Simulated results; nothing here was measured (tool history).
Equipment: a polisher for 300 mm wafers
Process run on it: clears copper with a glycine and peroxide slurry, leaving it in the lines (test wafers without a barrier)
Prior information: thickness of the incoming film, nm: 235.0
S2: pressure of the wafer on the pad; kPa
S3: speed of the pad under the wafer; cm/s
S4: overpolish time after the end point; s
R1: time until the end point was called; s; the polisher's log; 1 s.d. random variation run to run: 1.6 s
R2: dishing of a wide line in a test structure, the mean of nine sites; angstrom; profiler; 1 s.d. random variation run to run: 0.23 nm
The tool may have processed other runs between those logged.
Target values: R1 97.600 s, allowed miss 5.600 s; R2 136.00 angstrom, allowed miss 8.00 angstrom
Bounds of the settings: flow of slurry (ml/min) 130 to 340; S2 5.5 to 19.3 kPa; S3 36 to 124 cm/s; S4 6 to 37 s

{"run": 1, "hour": 0.0, "flow of slurry (ml/min)": 220, "S2": 12.4, "S3": 80, "S4": 19, "R1": 80.736, "R2": 328.88}
{"run": 2, "hour": 4.4, "flow of slurry (ml/min)": 220, "S2": 12.4, "S3": 80, "S4": 12, "R1": 80.708, "R2": 226.65}
{"run": 3, "hour": 9.6, "flow of slurry (ml/min)": 215, "S2": 11.0, "S3": 80, "S4": 10, "R1": 89.928, "R2": 175.32}
{"run": 4, "hour": 13.4, "flow of slurry (ml/min)": 215, "S2": 10.3, "S3": 80, "S4": 9, "R1": 93.189, "R2": 157.19}
{"run": 5, "hour": 20.4, "flow of slurry (ml/min)": 215, "S2": 10.3, "S3": 80, "S4": 14, "R1": 93.166, "R2": 227.97}
{"run": 6, "hour": 28.7, "flow of slurry (ml/min)": 215, "S2": 10.3, "S3": 64, "S4": 14, "R1": 106.84, "R2": 207.34}
{"run": 7, "hour": 36.3, "flow of slurry (ml/min)": 215, "S2": 10.3, "S3": 68, "S4": 12, "R1": 104.57, "R2": 185.39}
{"run": 8, "hour": 41.3, "flow of slurry (ml/min)": 215, "S2": 10.3, "S3": 70, "S4": 10, "R1": 103.05, "R2": 155.72}
{"run": 9, "hour": 44.4, "flow of slurry (ml/min)": 215, "S2": 10.3, "S3": 70, "S4": 9, "R1": 104.66, "R2": 141.4}
{"run": 10, "hour": 49.9, "flow of slurry (ml/min)": 215, "S2": 11.7, "S3": 72, "S4": 7, "R1": 91.057, "R2": 124.49}
{"run": 11, "hour": 52.3, "flow of slurry (ml/min)": 215, "S2": 11.0, "S3": 72, "S4": 7, "R1": 97.58, "R2": 121.21}
{"run": 12, "hour": 61.3, "flow of slurry (ml/min)": 215, "S2": 11.0, "S3": 74, "S4": 7, "R1": 96.336, "R2": 122.44}

Which single option among these 4 for the next run brings every result within its allowed miss of target? Just one does.
{"run": "A", "hour": 70.3, "flow of slurry (ml/min)": 190, "S2": 12.4, "S3": 78, "S4": 6, "R1": "?", "R2": "?"}
{"run": "B", "hour": 70.3, "flow of slurry (ml/min)": 175, "S2": 11.7, "S3": 68, "S4": 8, "R1": "?", "R2": "?"}
{"run": "C", "hour": 70.3, "flow of slurry (ml/min)": 200, "S2": 9.7, "S3": 84, "S4": 9, "R1": "?", "R2": "?"}
{"run": "D", "hour": 70.3, "flow of slurry (ml/min)": 245, "S2": 10.3, "S3": 72, "S4": 7, "R1": "?", "R2": "?"}

move=A R1=85.385 R2=116.70
move=B R1=98.600 R2=133.65
move=C R1=95.755 R2=152.07
move=D R1=98.899 R2=117.48
A: moves away from the targets compared with the last run
B: every result lands within tolerance
C: the result that was furthest off in the last run now lies on the other side of its target
D: moves away from the targets compared with the last run
B is the move that brings every result within its allowed miss.
